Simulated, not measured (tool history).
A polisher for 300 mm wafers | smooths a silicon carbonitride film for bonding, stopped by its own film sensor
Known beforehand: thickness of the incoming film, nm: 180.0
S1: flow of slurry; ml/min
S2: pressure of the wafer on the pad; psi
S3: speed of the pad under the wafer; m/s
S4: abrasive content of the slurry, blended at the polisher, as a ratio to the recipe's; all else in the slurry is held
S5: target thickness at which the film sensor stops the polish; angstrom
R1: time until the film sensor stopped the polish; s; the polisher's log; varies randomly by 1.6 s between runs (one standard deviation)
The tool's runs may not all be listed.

Run 1, day 0: S1 225 ml/min, S2 2.5 psi, S3 0.82 m/s, S4 1, S5 1480 angstrom. Result: R1 132.09 s.
Run 2, day 0.192: S1 265 ml/min, S2 2.5 psi, S3 0.82 m/s, S4 1, S5 1480 angstrom. Result: R1 131.62 s.
Run 3, day 0.408: S1 265 ml/min, S2 2.5 psi, S3 0.82 m/s, S4 1, S5 1480 angstrom. Result: R1 131.93 s.
Run 4, day 0.517: S1 240 ml/min, S2 2.5 psi, S3 0.82 m/s, S4 1, S5 1480 angstrom. Result: R1 131.93 s.
Run 5, day 0.575: S1 240 ml/min, S2 2.3 psi, S3 0.82 m/s, S4 1, S5 1480 angstrom. Result: R1 141.04 s.
Run 6, day 0.721: S1 240 ml/min, S2 2.2 psi, S3 0.82 m/s, S4 1, S5 1480 angstrom. Result: R1 148.29 s.
Run 7, day 0.85: S1 240 ml/min, S2 2.1 psi, S3 0.82 m/s, S4 1, S5 1480 angstrom. Result: R1 153.54 s.

What will run 8 give?
Run 8, day 1.2: S1 240 ml/min, S2 2 psi, S3 0.82 m/s, S4 1, S5 1480 angstrom. Result: R1 ?.

Run 8 came out at R1 163.55 s.

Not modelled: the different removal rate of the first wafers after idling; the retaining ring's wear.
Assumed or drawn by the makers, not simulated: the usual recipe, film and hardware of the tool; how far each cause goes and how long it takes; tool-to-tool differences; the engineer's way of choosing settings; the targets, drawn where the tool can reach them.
